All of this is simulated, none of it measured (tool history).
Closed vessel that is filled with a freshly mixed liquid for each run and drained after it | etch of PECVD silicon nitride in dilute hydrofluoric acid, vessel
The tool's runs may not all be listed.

run  hour  temperature setpoint of the liquid (K)  parts of water to one part of 49 % hydrofluoric acid (parts by volume)  time in the liquid (s)  thickness taken off the PECVD silicon nitride on a monitor wafer (angstrom)
  1     0                                  296.15                                                                     150                     690                                                                       132.31
  2   4.1                                  296.15                                                                     150                     690                                                                       133.58
  3  10.9                                  295.15                                                                     150                     690                                                                       124.76
  4  13.7                                  293.15                                                                     150                     690                                                                       109.22
  5  17.1                                  290.15                                                                     150                     690                                                                       89.833
  6  18.5                                  290.15                                                                     150                     520                                                                       67.728
  7  22.7                                  291.15                                                                     150                     520                                                                       71.988

Run 8 comes next. What will it give?
  8  23.4                                  295.15                                                                     150                     520                                                                            ?

Run 8 gave thickness taken off the PECVD silicon nitride on a monitor wafer (angstrom) 93.229.
